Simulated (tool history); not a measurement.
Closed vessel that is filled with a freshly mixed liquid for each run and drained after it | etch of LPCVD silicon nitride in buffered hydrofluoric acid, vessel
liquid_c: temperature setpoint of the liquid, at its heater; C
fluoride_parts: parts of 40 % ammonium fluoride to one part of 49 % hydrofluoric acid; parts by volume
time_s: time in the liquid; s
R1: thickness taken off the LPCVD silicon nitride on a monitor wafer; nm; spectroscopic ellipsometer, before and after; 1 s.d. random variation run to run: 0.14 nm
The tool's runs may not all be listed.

run 1 hour=0 | liquid_c=24 fluoride_parts=18 time_s=1960 | R1=19.418
run 2 hour=4.7 | liquid_c=24 fluoride_parts=18 time_s=2105 | R1=20.748
run 3 hour=9 | liquid_c=25.5 fluoride_parts=18 time_s=2105 | R1=22.396
run 4 hour=16.2 | liquid_c=25.5 fluoride_parts=14.5 time_s=2105 | R1=27.744
run 5 hour=19 | liquid_c=25.5 fluoride_parts=17.5 time_s=2105 | R1=23.127
run 6 hour=22.1 | liquid_c=25.5 fluoride_parts=21.5 time_s=2105 | R1=19.244

Run 7 comes next. What will it give?
run 7 hour=24.8 | liquid_c=27.5 fluoride_parts=21.5 time_s=2105 | R1=?

{"run 7": {"R1": 21.504}}
